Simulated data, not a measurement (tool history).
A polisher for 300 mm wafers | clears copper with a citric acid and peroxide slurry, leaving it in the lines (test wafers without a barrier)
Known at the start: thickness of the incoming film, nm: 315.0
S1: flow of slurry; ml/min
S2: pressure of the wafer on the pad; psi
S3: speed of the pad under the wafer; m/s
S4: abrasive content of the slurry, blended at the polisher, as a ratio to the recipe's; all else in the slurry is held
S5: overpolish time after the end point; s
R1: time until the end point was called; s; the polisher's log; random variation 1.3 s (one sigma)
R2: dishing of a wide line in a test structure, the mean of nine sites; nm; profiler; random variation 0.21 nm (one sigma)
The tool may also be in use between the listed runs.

run  hour   S1   S2    S3    S4  S5      R1      R2
  1     0  200  3.9  1.06     1  10  85.496    24.9
  2   4.3  205  3.6  1.06     1   9  91.733  20.038
  3   5.5  205  3.6  1.06     1  13  91.793  27.909
  4   8.2  185  3.6  1.06     1  13   94.85  28.753
  5   9.7  185  3.6  1.06   1.2  13  87.166    29.2
  6  16.2  165  3.6  1.06   1.2  13  90.394  29.124
  7  19.8  180  3.2  1.06  1.25  12  96.484  25.168

The next listed run, before its measurement:
  8  26.8  215  2.4  1.06  1.25   7   ?   ?

Run 8 gave R1 119.23 s, R2 12.6 nm.
